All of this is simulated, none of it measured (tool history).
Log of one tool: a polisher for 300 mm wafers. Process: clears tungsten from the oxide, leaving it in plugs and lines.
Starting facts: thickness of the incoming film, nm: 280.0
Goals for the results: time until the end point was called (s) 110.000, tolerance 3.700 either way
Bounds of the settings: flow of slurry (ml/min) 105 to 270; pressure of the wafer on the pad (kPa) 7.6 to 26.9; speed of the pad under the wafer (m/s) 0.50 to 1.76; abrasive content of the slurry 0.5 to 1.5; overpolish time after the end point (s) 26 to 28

| run | day | flow of slurry (ml/min) | pressure of the wafer on the pad (kPa) | speed of the pad under the wafer (m/s) | abrasive content of the slurry | overpolish time after the end point (s) | time until the end point was called (s) |
|---|---|---|---|---|---|---|---|
| 1 | 0.000 | 175 | 17.2 | 1.12 | 1.0 | 26 | 72.417 |
| 2 | 0.071 | 175 | 14.5 | 1.12 | 1.0 | 26 | 83.445 |
| 3 | 0.300 | 170 | 13.1 | 1.12 | 1.0 | 26 | 92.554 |
| 4 | 0.638 | 165 | 12.4 | 1.12 | 1.0 | 26 | 99.948 |
| 5 | 0.900 | 155 | 12.4 | 1.12 | 1.0 | 26 | 99.783 |
| 6 | 0.988 | 145 | 12.4 | 1.12 | 1.0 | 26 | 100.220 |
| 7 | 1.075 | 140 | 12.4 | 1.12 | 1.0 | 26 | 101.800 |
| 8 | 1.404 | 125 | 11.0 | 1.12 | 1.0 | 26 | 115.870 |
| 9 | 1.742 | 130 | 11.0 | 1.12 | 1.0 | 26 | 115.660 |
| 10 | 2.083 | 135 | 11.0 | 1.12 | 1.0 | 26 | 114.970 |
| 11 | 2.342 | 140 | 11.0 | 1.12 | 1.0 | 26 | 114.600 |

Exercise: of the 5 proposed moves below, exactly one satisfies all targets within the stated allowed misses. Which move is it?
| A | 2.600 | 140 | 10.3 | 1.20 | 1.1 | 26 | ? |
| B | 2.600 | 105 | 12.4 | 1.00 | 0.9 | 26 | ? |
| C | 2.600 | 145 | 9.7 | 1.22 | 0.9 | 28 | ? |
| D | 2.600 | 225 | 10.3 | 0.98 | 1.4 | 28 | ? |
| E | 2.600 | 155 | 10.3 | 1.18 | 0.8 | 26 | ? |

| move | time until the end point was called (s) |
|---|---|
| A | 108.870 |
| B | 121.050 |
| C | 119.880 |
| D | 116.660 |
| E | 118.400 |
A: every result lands within tolerance
B: lands further from the targets than the last run did
C: lands further from the targets than the last run did
D: lands further from the targets than the last run did
E: lands further from the targets than the last run did
So the answer is move A, the one that meets all the targets.

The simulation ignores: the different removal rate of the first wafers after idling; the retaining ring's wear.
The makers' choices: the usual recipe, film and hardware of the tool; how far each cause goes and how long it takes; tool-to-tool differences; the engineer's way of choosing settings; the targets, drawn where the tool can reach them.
